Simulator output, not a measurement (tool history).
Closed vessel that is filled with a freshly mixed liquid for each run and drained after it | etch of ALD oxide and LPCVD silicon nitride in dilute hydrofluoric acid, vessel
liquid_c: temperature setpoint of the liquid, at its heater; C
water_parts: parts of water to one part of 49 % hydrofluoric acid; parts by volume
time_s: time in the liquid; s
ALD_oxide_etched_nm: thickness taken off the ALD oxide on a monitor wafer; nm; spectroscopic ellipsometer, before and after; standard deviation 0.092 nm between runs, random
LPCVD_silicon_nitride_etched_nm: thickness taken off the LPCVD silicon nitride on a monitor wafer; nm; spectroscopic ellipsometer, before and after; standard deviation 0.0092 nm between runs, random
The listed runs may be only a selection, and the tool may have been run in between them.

run  hour  liquid_c  water_parts  time_s  ALD_oxide_etched_nm  LPCVD_silicon_nitride_etched_nm
  1   0.0      25.0          250     905               56.202                          2.08310
  2   6.9      25.0          210     905               70.276                          2.40760
  3  11.1      25.0          210    1230               95.498                          3.31870
  4  13.8      25.0          210    1430              109.270                          3.95750
  5  19.6      25.0          210    1685              131.300                          4.66570
  6  27.7      23.5          280    1430               73.157                          2.66070
  7  36.9      23.0          330    1205               48.754                          1.91790

Expected results for the next run?
  8  42.7      19.0          430     770                    ?                                ?

Run 8 produced ALD_oxide_etched_nm 19.388 nm, LPCVD_silicon_nitride_etched_nm 0.71822 nm.
